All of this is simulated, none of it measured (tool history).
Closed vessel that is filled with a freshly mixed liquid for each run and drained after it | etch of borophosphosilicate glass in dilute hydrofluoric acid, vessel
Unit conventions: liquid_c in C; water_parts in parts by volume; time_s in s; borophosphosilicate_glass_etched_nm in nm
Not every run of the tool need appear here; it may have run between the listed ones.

| run | hour | liquid_c | water_parts | time_s | borophosphosilicate_glass_etched_nm |
|---|---|---|---|---|---|
| 1 | 0.0 | 20.0 | 220 | 95 | 13.910 |
| 2 | 1.8 | 20.0 | 150 | 95 | 21.713 |
| 3 | 5.3 | 23.5 | 150 | 95 | 25.156 |
| 4 | 8.6 | 23.5 | 150 | 95 | 24.888 |
| 5 | 12.2 | 22.0 | 170 | 95 | 20.301 |
| 6 | 14.6 | 22.0 | 170 | 95 | 20.263 |
| 7 | 19.7 | 21.0 | 185 | 95 | 17.559 |
|  | 23.2 | hydrofluoric acid flow meter replaced |
| 8 | 23.2 | 20.0 | 195 | 95 | 14.239 |
| 9 | 26.5 | 19.5 | 195 | 95 | 13.999 |
| 10 | 32.0 | 19.5 | 195 | 95 | 13.884 |
| 11 | 33.2 | 19.0 | 195 | 95 | 13.502 |
| 12 | 41.5 | 18.5 | 195 | 95 | 13.648 |
| 13 | 45.6 | 17.0 | 235 | 95 | 10.200 |

Expected results for the next run?
| 14 | 47.8 | 17.0 | 235 | 95 | ? |

For run 14 the tool returned borophosphosilicate_glass_etched_nm 10.130 nm.

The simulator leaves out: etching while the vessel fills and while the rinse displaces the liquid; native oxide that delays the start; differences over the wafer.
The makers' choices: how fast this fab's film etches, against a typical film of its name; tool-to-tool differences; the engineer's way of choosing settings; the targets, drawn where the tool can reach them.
